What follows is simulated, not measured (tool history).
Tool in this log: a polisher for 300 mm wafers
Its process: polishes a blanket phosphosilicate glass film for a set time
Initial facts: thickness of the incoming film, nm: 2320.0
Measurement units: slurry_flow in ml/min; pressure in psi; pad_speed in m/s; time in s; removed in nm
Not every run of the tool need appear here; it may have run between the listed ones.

| run | hour | slurry_flow | pressure | pad_speed | slurry_solids | time | removed |
|---|---|---|---|---|---|---|---|
| 1 | 0 | 185 | 3.8 | 0.94 | 1 | 46 | 467.79 |
| 2 | 8.2 | 185 | 4.2 | 0.94 | 1 | 46 | 501.45 |
| 3 | 15.7 | 160 | 4.2 | 0.94 | 1 | 46 | 488.96 |
| 4 | 17.9 | 160 | 4.2 | 0.94 | 1.1 | 46 | 533.28 |
| 5 | 18.5 | 160 | 4.2 | 0.94 | 1.1 | 46 | 532.85 |
| 6 | 26.4 | 160 | 4.2 | 1.04 | 1.1 | 46 | 574.93 |
| 7 | 32.8 | 155 | 3.5 | 1 | 1.1 | 46 | 484.03 |
| 8 | 38.6 | 155 | 3 | 0.94 | 1.1 | 46 | 404.6 |
| 9 | 45.9 | 155 | 2.7 | 0.92 | 1.1 | 46 | 366.5 |
| 10 | 49.8 | 155 | 2.4 | 0.92 | 1.1 | 46 | 335.01 |
| 11 | 56.2 | 155 | 2.2 | 0.92 | 1.1 | 46 | 314.61 |

What does the tool deliver on the next run?
| 12 | 62.4 | 155 | 2.1 | 0.92 | 1.1 | 46 | ? |

removed: 311.99 nm

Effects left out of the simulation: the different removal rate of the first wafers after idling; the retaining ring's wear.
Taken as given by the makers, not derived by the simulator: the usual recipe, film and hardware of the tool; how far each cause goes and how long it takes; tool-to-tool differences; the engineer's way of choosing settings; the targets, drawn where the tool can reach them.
